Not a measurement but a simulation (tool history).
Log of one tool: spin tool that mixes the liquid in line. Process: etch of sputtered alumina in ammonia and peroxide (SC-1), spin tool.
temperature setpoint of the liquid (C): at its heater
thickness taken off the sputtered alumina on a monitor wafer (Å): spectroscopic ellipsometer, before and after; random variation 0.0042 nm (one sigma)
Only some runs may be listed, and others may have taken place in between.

| run | hour | temperature setpoint of the liquid (C) | parts of 29 % ammonia solution to one part of 30 % peroxide (parts by volume) | time under the liquid (s) | thickness taken off the sputtered alumina on a monitor wafer (Å) |
|---|---|---|---|---|---|
| 1 | 0.0 | 50.0 | 0.40 | 20 | 10.1190 |
| 2 | 4.4 | 47.5 | 0.40 | 20 | 8.7367 |
| 3 | 11.7 | 53.0 | 0.40 | 20 | 11.9960 |
| 4 | 17.7 | 49.5 | 0.40 | 20 | 9.8288 |
| 5 | 19.6 | 49.5 | 0.40 | 20 | 9.8144 |
| 6 | 24.1 | 49.5 | 0.55 | 20 | 10.0780 |
| 7 | 33.0 | 47.0 | 0.55 | 20 | 8.8184 |
| 8 | 40.4 | 47.0 | 0.55 | 20 | 8.9337 |
| 9 | 42.1 | 45.0 | 0.55 | 20 | 7.9537 |
| 10 | 50.9 | 43.5 | 0.55 | 20 | 7.2508 |

For run 11, what comes out?
| 11 | 56.6 | 42.5 | 0.55 | 20 | ? |

{"run 11": {"thickness taken off the sputtered alumina on a monitor wafer (Å)": 6.9224}}

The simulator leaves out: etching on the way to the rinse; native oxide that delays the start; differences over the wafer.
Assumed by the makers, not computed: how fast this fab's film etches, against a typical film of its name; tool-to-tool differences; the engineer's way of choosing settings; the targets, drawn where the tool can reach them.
